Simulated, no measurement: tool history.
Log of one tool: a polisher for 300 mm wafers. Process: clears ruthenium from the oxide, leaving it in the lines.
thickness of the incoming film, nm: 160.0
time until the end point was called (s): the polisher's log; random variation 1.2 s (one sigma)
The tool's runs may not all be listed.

run  hour  flow of slurry (ml/min)  pressure of the wafer on the pad (kPa)  speed of the pad under the wafer (m/s)  overpolish time after the end point (s)  time until the end point was called (s)
  1     0                      320                                    16.5                                    1.26                                        5                                   83.248
  2     6                      320                                    15.2                                    1.26                                        5                                   88.539
  3  12.5                      320                                    13.8                                    1.26                                        5                                   97.479
  4  15.4                      320                                    13.1                                    1.26                                        5                                   99.442
  5  22.8                      320                                    12.4                                    1.26                                        5                                   107.55
  6  25.3                      320                                    14.5                                    1.26                                        5                                    92.42
  7  33.9                      320                                    13.8                                    1.26                                        5                                   95.076

The next listed run, before its measurement:
  8  40.6                      320                                    13.1                                    1.26                                        5                                        ?

{"run 8": {"time until the end point was called (s)": 102}}
